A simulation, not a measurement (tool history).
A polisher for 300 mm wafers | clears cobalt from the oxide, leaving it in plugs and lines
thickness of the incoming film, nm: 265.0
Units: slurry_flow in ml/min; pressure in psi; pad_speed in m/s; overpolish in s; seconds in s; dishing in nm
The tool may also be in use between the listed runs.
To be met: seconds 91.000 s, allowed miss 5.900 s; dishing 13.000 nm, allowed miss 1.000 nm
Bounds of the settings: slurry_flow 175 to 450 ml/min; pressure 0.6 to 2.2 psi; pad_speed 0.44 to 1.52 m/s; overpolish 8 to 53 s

run,hour,slurry_flow,pressure,pad_speed,overpolish,seconds,dishing
1,0.0,290,1.4,0.98,27,68.600,19.020
2,5.8,290,1.4,0.98,37,70.778,19.650
3,10.7,285,1.3,0.98,32,73.474,18.661
4,14.9,265,1.2,1.00,28,77.476,19.003
5,18.2,265,1.4,1.00,28,67.682,18.897
6,25.5,265,1.4,0.78,28,85.957,19.415
7,33.8,300,1.3,0.84,24,80.396,17.752
# hour 36.1: head pressure recalibrated
8,36.1,325,1.2,0.84,21,92.008,17.568
9,42.4,350,1.1,0.90,19,89.386,18.091
10,48.8,370,1.2,0.82,17,92.396,16.900
11,57.2,385,1.3,0.76,15,93.611,17.222
12,64.2,395,1.3,0.78,14,88.814,15.959
13,70.1,405,1.4,0.72,13,91.832,15.687
14,76.8,415,1.5,0.66,12,90.242,15.827
15,84.3,420,1.6,0.62,11,91.963,14.585

Which of these 4 next moves meets every target?
A,91.8,390,1.4,0.74,14,?,?
B,91.8,415,1.1,0.96,18,?,?
C,91.8,405,1.6,0.72,14,?,?
D,91.8,450,1.6,0.64,8,?,?

move,seconds,dishing
A,93.187,16.542
B,86.947,17.853
C,86.782,16.866
D,94.912,12.954
A: further off than the last run
B: further off than the last run
C: further off than the last run
D: meets every target
Answer: D

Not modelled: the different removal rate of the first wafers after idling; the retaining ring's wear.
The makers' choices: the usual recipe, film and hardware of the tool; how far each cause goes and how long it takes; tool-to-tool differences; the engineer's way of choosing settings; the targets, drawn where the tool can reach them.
